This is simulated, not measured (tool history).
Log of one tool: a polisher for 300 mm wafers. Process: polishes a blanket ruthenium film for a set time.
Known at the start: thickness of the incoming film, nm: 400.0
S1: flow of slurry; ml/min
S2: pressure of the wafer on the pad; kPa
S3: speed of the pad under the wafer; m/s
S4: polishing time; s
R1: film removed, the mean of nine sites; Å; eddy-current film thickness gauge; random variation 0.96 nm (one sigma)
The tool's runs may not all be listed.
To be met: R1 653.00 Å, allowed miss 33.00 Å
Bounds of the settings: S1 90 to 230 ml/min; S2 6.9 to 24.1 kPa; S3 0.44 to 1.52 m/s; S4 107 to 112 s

run	hour	S1	S2	S3	S4	R1
1	0.0	150	15.2	0.98	107	1256.30
2	7.8	165	15.2	0.98	107	1270.00
3	14.3	165	15.2	0.98	112	1364.10
4	20.3	185	15.2	0.98	112	1383.70
5	21.7	185	14.5	0.96	112	1285.00
6	27.0	185	13.8	0.94	112	1273.50
7	33.1	185	13.8	0.94	112	1227.10
8	33.7	185	13.1	0.92	112	1215.20
9	39.7	180	9.0	0.64	109	695.26

Which of these 5 next moves meets every target?
A	45.7	180	9.0	0.64	112	?
B	45.7	160	9.0	0.62	107	?
C	45.7	155	10.3	0.60	112	?
D	45.7	175	8.3	0.82	109	?
E	45.7	175	8.3	0.68	112	?

move	R1
A	708.60
B	650.78
C	723.78
D	777.03
E	701.18
A: further off than the last run
B: meets every target
C: further off than the last run
D: further off than the last run
E: further off than the last run
The right move is B.

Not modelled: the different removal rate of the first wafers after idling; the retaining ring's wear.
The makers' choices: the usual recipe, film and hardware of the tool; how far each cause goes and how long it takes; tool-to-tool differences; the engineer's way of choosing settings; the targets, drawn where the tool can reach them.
